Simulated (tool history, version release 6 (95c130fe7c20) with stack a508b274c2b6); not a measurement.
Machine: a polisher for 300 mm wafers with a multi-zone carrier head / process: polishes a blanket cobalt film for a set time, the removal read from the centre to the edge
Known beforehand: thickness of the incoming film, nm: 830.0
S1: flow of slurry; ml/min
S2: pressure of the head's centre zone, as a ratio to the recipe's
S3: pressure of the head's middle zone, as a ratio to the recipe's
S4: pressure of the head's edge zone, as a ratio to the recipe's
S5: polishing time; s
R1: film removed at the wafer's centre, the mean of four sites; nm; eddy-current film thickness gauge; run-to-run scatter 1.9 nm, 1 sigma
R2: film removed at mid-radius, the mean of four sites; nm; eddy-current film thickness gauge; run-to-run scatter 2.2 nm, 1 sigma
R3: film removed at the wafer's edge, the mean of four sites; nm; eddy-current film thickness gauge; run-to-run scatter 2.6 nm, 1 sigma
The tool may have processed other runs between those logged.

Run 1, day 0: S1 205 ml/min, S2 1, S3 1, S4 1, S5 65 s. Result: R1 274.64 nm, R2 268.34 nm, R3 272.38 nm.
Run 2, day 0.3: S1 205 ml/min, S2 1, S3 0.96, S4 1, S5 65 s. Result: R1 276.43 nm, R2 255.78 nm, R3 286.79 nm.
Run 3, day 0.342: S1 205 ml/min, S2 1, S3 0.96, S4 1, S5 79 s. Result: R1 335.71 nm, R2 313.38 nm, R3 334.75 nm.
Run 4, day 0.5: S1 200 ml/min, S2 0.97, S3 0.98, S4 0.97, S5 71 s. Result: R1 284.98 nm, R2 287.56 nm, R3 300.78 nm.
Run 5, day 0.538: S1 200 ml/min, S2 0.97, S3 1.05, S4 0.97, S5 71 s. Result: R1 291.22 nm, R2 301.78 nm, R3 297.64 nm.
Run 6, day 0.658: S1 200 ml/min, S2 0.97, S3 1.05, S4 0.97, S5 84 s. Result: R1 348 nm, R2 361.37 nm, R3 360.91 nm.
Run 7, day 0.917: S1 200 ml/min, S2 0.96, S3 1.06, S4 0.96, S5 74 s. Result: R1 303.44 nm, R2 323.78 nm, R3 315.75 nm.
Run 8, day 1.096: S1 200 ml/min, S2 0.95, S3 1.07, S4 0.95, S5 65 s. Result: R1 259.93 nm, R2 287.08 nm, R3 273.54 nm.
Run 9, day 1.262: S1 200 ml/min, S2 0.94, S3 1.07, S4 0.94, S5 59 s. Result: R1 238.64 nm, R2 258.68 nm, R3 245.67 nm.
Run 10, day 1.292: S1 200 ml/min, S2 0.92, S3 1.07, S4 0.93, S5 55 s. Result: R1 211.89 nm, R2 240.51 nm, R3 228.75 nm.
Run 11, day 1.45: S1 200 ml/min, S2 0.91, S3 1.07, S4 0.91, S5 52 s. Result: R1 200.5 nm, R2 228.05 nm, R3 215.22 nm.
Run 12, day 1.8: S1 200 ml/min, S2 0.9, S3 1.07, S4 0.89, S5 51 s. Result: R1 195.2 nm, R2 223 nm, R3 204.28 nm.
Run 13, day 2.096: S1 195 ml/min, S2 0.88, S3 1.06, S4 0.88, S5 51 s. Result: R1 190.6 nm, R2 217.81 nm, R3 203.04 nm.
Run 14, day 2.379: S1 190 ml/min, S2 0.86, S3 1.06, S4 0.87, S5 51 s. Result: R1 184.2 nm, R2 218.19 nm, R3 204.09 nm.

Run 15, settings as shown, results not yet in. Your forecast:
Run 15, day 2.475: S1 190 ml/min, S2 0.86, S3 1.06, S4 0.86, S5 50 s. Result: R1 ?, R2 ?, R3 ?.

{"run 15": {"R1": 178.56, "R2": 216.91, "R3": 200.03}}
